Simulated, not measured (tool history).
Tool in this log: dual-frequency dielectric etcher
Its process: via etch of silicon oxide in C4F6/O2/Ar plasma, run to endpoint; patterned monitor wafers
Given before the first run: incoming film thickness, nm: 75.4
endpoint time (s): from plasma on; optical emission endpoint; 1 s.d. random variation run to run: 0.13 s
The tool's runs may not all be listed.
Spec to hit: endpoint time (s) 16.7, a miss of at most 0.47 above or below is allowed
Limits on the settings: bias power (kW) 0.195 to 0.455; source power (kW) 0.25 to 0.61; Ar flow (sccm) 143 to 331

run,day,bias power (kW),source power (kW),Ar flow (sccm),endpoint time (s)
1,0,0.325,0.43,237,18.777
2,0.042,0.284,0.43,237,19.565
3,0.117,0.306,0.44,235,18.965
4,0.333,0.267,0.44,235,20.233
5,0.679,0.267,0.5,235,19.027
6,0.779,0.295,0.5,235,18.49
7,1.025,0.309,0.51,234,18.314
8,1.242,0.323,0.52,232,17.847
9,1.492,0.333,0.53,231,17.641

Consider the 4 candidate settings below. Which is the only one whose results all fall within their allowed miss of target?
A,1.742,0.351,0.58,202,?
B,1.742,0.325,0.48,217,?
C,1.742,0.322,0.57,250,?
D,1.742,0.426,0.55,230,?

move,endpoint time (s)
A,16.657
B,18.133
C,17.602
D,15.917
A: in spec on every target
B: moves away from the targets compared with the last run
C: just as far off the targets as the last run
D: pushes the last run's worst result past its target
The move that meets every target is A.
